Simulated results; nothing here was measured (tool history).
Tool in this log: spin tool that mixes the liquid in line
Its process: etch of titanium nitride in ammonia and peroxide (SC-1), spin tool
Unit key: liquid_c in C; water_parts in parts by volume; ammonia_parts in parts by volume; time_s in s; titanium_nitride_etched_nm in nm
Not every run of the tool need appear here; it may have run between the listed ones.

run	hour	liquid_c	water_parts	ammonia_parts	time_s	titanium_nitride_etched_nm
1	0.0	59.0	12.0	0.8	45	5.4240
2	2.1	53.5	12.0	0.8	45	3.8105
3	3.1	53.5	12.0	0.8	45	3.7479
4	11.8	56.5	12.0	0.8	45	4.6040
5	17.1	59.5	12.0	0.8	45	5.6236
6	18.4	59.5	12.0	0.8	45	5.5764
7	20.4	61.5	12.0	0.8	45	6.3210

What will run 8 give?
8	21.0	67.0	12.0	0.8	45	?

{"run 8": {"titanium_nitride_etched_nm": 9.1154}}
